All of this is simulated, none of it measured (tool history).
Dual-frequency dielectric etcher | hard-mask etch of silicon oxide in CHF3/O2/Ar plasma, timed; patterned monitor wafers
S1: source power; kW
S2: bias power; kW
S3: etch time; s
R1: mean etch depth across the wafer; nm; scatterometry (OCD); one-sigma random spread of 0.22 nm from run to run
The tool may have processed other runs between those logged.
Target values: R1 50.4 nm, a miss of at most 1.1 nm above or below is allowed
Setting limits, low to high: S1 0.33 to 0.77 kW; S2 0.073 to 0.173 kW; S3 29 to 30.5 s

run 1 hour=0 | S1=0.55 S2=0.123 S3=29 | R1=56.459
run 2 hour=4.6 | S1=0.52 S2=0.121 S3=29 | R1=55.236
run 3 hour=12.5 | S1=0.52 S2=0.107 S3=29 | R1=54.014
run 4 hour=14.1 | S1=0.5 S2=0.106 S3=29 | R1=52.963
run 5 hour=21.3 | S1=0.6 S2=0.106 S3=29 | R1=55.733
run 6 hour=23.3 | S1=0.6 S2=0.12 S3=29 | R1=56.977
run 7 hour=26.5 | S1=0.6 S2=0.12 S3=29 | R1=57.039
run 8 hour=34.6 | S1=0.56 S2=0.115 S3=29 | R1=55.659
run 9 hour=36.2 | S1=0.53 S2=0.111 S3=29 | R1=54.748
run 10 hour=44.4 | S1=0.5 S2=0.107 S3=29 | R1=53.446
run 11 hour=52 | S1=0.48 S2=0.105 S3=29 | R1=52.583
run 12 hour=53.2 | S1=0.47 S2=0.104 S3=29 | R1=51.92

Which one of the following 5 next-run settings gets every result inside its allowed miss? There is exactly one.
run A hour=54.4 | S1=0.42 S2=0.091 S3=30.5 | R1=?
run B hour=54.4 | S1=0.37 S2=0.112 S3=29 | R1=?
run C hour=54.4 | S1=0.53 S2=0.087 S3=29.5 | R1=?
run D hour=54.4 | S1=0.43 S2=0.102 S3=30 | R1=?
run E hour=54.4 | S1=0.44 S2=0.11 S3=30.5 | R1=?

move=A R1=52.576
move=B R1=51.09
move=C R1=53.014
move=D R1=53.301
move=E R1=55.41
A: further off than the last run
B: hits every target within its allowed miss
C: further off than the last run
D: further off than the last run
E: further off than the last run
B meets every target.
